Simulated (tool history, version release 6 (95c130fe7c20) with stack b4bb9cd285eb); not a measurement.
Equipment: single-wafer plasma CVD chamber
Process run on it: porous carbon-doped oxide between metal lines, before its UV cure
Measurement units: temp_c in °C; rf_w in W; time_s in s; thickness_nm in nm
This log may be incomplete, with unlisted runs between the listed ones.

run  hour  temp_c  rf_w  time_s  thickness_nm
  1     0     295   545    21.5        131.15
  2   3.4     297   535    21.5        127.85
  3  10.8     297   490    21.5        122.24
  4  17.4     299   485    21.5        120.02
  5  23.3     299   485    22.2        123.86
  6    24     301   480    22.2        121.29
  7  29.4     302   475    22.2        120.55
  8  37.9     303   470    22.2        118.69
  9  40.1     304   470    22.2        119.13
 10  47.3     305   465    22.2        116.77
 11  52.3     306   465    22.2        116.65

The next listed run, before its measurement:
 12  56.1     306   465    22.2             ?

{"run 12": {"thickness_nm": 116.64}}

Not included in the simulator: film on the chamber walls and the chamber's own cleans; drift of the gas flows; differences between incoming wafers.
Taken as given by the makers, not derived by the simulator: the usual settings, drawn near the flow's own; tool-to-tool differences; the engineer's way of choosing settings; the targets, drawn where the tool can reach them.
